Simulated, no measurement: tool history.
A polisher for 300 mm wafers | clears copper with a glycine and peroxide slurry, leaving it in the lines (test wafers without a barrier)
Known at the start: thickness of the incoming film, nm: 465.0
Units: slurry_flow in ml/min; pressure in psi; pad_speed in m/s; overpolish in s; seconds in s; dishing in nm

Run 1, day 0.000: slurry_flow 140 ml/min, pressure 2.7 psi, pad_speed 0.92 m/s, overpolish 22 s. Result: seconds 118.00 s, dishing 51.412 nm.
Run 2, day 0.096: slurry_flow 140 ml/min, pressure 2.7 psi, pad_speed 0.92 m/s, overpolish 31 s. Result: seconds 114.94 s, dishing 66.060 nm.
Run 3, day 0.133: slurry_flow 140 ml/min, pressure 2.7 psi, pad_speed 1.08 m/s, overpolish 31 s. Result: seconds 109.94 s, dishing 68.241 nm.
Run 4, day 0.242: slurry_flow 140 ml/min, pressure 2.8 psi, pad_speed 1.10 m/s, overpolish 27 s. Result: seconds 104.42 s, dishing 66.036 nm.
Run 5, day 0.308: slurry_flow 140 ml/min, pressure 2.4 psi, pad_speed 1.10 m/s, overpolish 27 s. Result: seconds 112.39 s, dishing 61.537 nm.
Run 6, day 0.642: slurry_flow 140 ml/min, pressure 2.4 psi, pad_speed 1.10 m/s, overpolish 35 s. Result: seconds 117.63 s, dishing 72.319 nm.
Run 7, day 0.712: slurry_flow 140 ml/min, pressure 2.5 psi, pad_speed 1.12 m/s, overpolish 30 s. Result: seconds 111.37 s, dishing 66.613 nm.
Run 8, day 0.954: slurry_flow 140 ml/min, pressure 2.6 psi, pad_speed 1.14 m/s, overpolish 26 s. Result: seconds 104.41 s, dishing 59.750 nm.

The next listed run, before its measurement:
Run 9, day 1.138: slurry_flow 140 ml/min, pressure 2.7 psi, pad_speed 1.16 m/s, overpolish 24 s. Result: seconds ?, dishing ?.

{"run 9": {"seconds": 101.3, "dishing": 58.766}}

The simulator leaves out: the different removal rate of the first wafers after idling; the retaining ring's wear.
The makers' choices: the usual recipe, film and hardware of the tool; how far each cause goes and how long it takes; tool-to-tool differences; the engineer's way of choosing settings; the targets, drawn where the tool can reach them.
